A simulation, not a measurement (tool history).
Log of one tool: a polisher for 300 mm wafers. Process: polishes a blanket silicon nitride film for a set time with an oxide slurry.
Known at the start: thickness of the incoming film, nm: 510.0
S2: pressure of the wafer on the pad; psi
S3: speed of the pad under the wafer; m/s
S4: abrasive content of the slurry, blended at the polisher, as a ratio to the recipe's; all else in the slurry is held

run 1 hour=0 | flow_of_slurry_(ml/min)=210 S2=2.6 S3=1.1 S4=1 polishing_time_(s)=54 | film_removed_(angstrom)=306.38
run 2 hour=5.7 | flow_of_slurry_(ml/min)=205 S2=2.3 S3=1.08 S4=1 polishing_time_(s)=54 | film_removed_(angstrom)=268.32
run 3 hour=13.7 | flow_of_slurry_(ml/min)=240 S2=2.3 S3=1.08 S4=1 polishing_time_(s)=54 | film_removed_(angstrom)=275.66
run 4 hour=22.3 | flow_of_slurry_(ml/min)=240 S2=2.9 S3=1.08 S4=1 polishing_time_(s)=54 | film_removed_(angstrom)=341.43
run 5 hour=28.3 | flow_of_slurry_(ml/min)=235 S2=2.5 S3=1.06 S4=1 polishing_time_(s)=54 | film_removed_(angstrom)=291.8
run 6 hour=34.8 | flow_of_slurry_(ml/min)=230 S2=2.2 S3=1.04 S4=1 polishing_time_(s)=54 | film_removed_(angstrom)=258.44
run 7 hour=36.3 | flow_of_slurry_(ml/min)=225 S2=2 S3=1.02 S4=1 polishing_time_(s)=54 | film_removed_(angstrom)=228.67
run 8 hour=44.8 | flow_of_slurry_(ml/min)=220 S2=1.8 S3=1.02 S4=1 polishing_time_(s)=54 | film_removed_(angstrom)=204.64
run 9 hour=53.1 | flow_of_slurry_(ml/min)=210 S2=1.7 S3=1.02 S4=1 polishing_time_(s)=54 | film_removed_(angstrom)=195.56
run 10 hour=55.6 | flow_of_slurry_(ml/min)=190 S2=1.3 S3=1.02 S4=1 polishing_time_(s)=54 | film_removed_(angstrom)=149.05
run 11 hour=60.7 | flow_of_slurry_(ml/min)=250 S2=1.4 S3=1.02 S4=1 polishing_time_(s)=54 | film_removed_(angstrom)=163.97

Run 12 comes next. What will it give?
run 12 hour=65 | flow_of_slurry_(ml/min)=250 S2=1.5 S3=1.02 S4=1 polishing_time_(s)=54 | film_removed_(angstrom)=?

Run 12 gave film removed (angstrom) 178.87.

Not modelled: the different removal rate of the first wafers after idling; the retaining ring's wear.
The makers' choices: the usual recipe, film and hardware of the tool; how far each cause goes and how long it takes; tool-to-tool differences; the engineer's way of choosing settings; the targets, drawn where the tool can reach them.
